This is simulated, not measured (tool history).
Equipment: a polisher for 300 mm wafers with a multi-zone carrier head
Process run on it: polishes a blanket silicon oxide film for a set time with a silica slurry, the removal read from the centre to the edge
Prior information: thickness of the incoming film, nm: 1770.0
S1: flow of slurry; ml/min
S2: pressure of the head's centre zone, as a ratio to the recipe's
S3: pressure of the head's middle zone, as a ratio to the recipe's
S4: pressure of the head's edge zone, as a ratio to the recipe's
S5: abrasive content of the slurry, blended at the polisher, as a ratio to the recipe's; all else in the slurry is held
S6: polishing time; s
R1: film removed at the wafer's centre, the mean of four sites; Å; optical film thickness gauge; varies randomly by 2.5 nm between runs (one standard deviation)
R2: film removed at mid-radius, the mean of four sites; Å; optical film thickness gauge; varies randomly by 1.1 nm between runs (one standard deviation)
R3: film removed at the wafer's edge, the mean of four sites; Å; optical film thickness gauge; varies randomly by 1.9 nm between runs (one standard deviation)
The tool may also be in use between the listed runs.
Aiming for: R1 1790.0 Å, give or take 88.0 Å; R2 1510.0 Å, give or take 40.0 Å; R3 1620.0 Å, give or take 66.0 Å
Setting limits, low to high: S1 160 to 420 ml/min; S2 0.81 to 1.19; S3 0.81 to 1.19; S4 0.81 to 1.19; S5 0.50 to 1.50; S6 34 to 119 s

run 1 hour=0.0 | S1=270 S2=1.00 S3=1.00 S4=1.00 S5=1.00 S6=76 | R1=2498.9 R2=2568.5 R3=2523.2
run 2 hour=4.8 | S1=225 S2=1.00 S3=1.00 S4=1.00 S5=1.00 S6=76 | R1=2528.3 R2=2486.6 R3=2418.4
run 3 hour=6.8 | S1=215 S2=1.00 S3=0.97 S4=0.99 S5=0.90 S6=74 | R1=2281.2 R2=2210.7 R3=2208.0
run 4 hour=10.9 | S1=205 S2=1.01 S3=0.94 S4=0.97 S5=0.80 S6=74 | R1=2154.5 R2=2023.3 R3=2140.8
run 5 hour=12.4 | S1=245 S2=1.01 S3=0.94 S4=0.97 S5=0.80 S6=74 | R1=2186.1 R2=2080.1 R3=2152.7
run 6 hour=20.9 | S1=185 S2=1.01 S3=0.94 S4=0.97 S5=0.80 S6=74 | R1=2088.4 R2=1985.6 R3=2117.7
run 7 hour=23.0 | S1=220 S2=1.06 S3=0.84 S4=0.87 S5=0.55 S6=67 | R1=1688.3 R2=1356.1 R3=1519.8
run 8 hour=28.4 | S1=235 S2=1.06 S3=0.85 S4=0.88 S5=0.55 S6=67 | R1=1691.9 R2=1391.4 R3=1504.5
run 9 hour=36.5 | S1=240 S2=1.06 S3=0.86 S4=0.90 S5=0.55 S6=67 | R1=1694.1 R2=1425.1 R3=1527.3

Pick the move, out of 4, that brings all results within their allowed miss; only one does.
run A hour=44.6 | S1=235 S2=1.11 S3=0.81 S4=0.87 S5=0.55 S6=67 | R1=? R2=? R3=?
run B hour=44.6 | S1=270 S2=1.06 S3=0.88 S4=0.93 S5=0.60 S6=66 | R1=? R2=? R3=?
run C hour=44.6 | S1=275 S2=1.09 S3=1.00 S4=0.86 S5=0.55 S6=62 | R1=? R2=? R3=?
run D hour=44.6 | S1=290 S2=1.15 S3=1.05 S4=0.98 S5=0.60 S6=57 | R1=? R2=? R3=?

move=A R1=1762.5 R2=1330.3 R3=1494.5
move=B R1=1779.5 R2=1502.6 R3=1605.8
move=C R1=1636.7 R2=1493.5 R3=1393.2
move=D R1=1684.3 R2=1515.6 R3=1418.2
A: further off than the last run
B: all results in spec
C: the furthest-off result lands on target, but another misses its tolerance
D: the furthest-off result lands on target, but another misses its tolerance
Move B is the one to make.
